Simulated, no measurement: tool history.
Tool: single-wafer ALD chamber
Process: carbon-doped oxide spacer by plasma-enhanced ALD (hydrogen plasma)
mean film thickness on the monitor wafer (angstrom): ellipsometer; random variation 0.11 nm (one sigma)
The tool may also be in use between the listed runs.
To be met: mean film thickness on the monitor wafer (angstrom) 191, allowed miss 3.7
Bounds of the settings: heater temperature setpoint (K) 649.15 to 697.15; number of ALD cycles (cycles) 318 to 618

| run | hour | heater temperature setpoint (K) | number of ALD cycles (cycles) | mean film thickness on the monitor wafer (angstrom) |
|---|---|---|---|---|
| 1 | 0 | 673.15 | 468 | 241.96 |
| 2 | 2.3 | 681.15 | 468 | 236.26 |
| 3 | 7.4 | 682.15 | 452 | 226.79 |
| 4 | 14.5 | 677.15 | 452 | 233.58 |
| 5 | 21.7 | 677.15 | 479 | 246.99 |
| 6 | 30.2 | 683.15 | 479 | 244.85 |
| 7 | 39.8 | 683.15 | 462 | 235.07 |
| 8 | 43.4 | 683.15 | 446 | 224.69 |
| 9 | 50.7 | 684.15 | 435 | 219.65 |
| 10 | 53.5 | 685.15 | 425 | 212.47 |
| 11 | 58.1 | 686.15 | 418 | 210.01 |
| 12 | 64.6 | 687.15 | 411 | 205.87 |

Which of these 5 next moves meets every target?
| A | 71.1 | 683.15 | 360 | ? |
| B | 71.1 | 689.15 | 368 | ? |
| C | 71.1 | 689.15 | 367 | ? |
| D | 71.1 | 695.15 | 462 | ? |
| E | 71.1 | 684.15 | 378 | ? |

| move | mean film thickness on the monitor wafer (angstrom) |
|---|---|
| A | 182.53 |
| B | 183.55 |
| C | 183.05 |
| D | 226.62 |
| E | 191.14 |
A: takes the result that was furthest off past its target
B: takes the result that was furthest off past its target
C: takes the result that was furthest off past its target
D: further off than the last run
E: meets every target
Answer: E
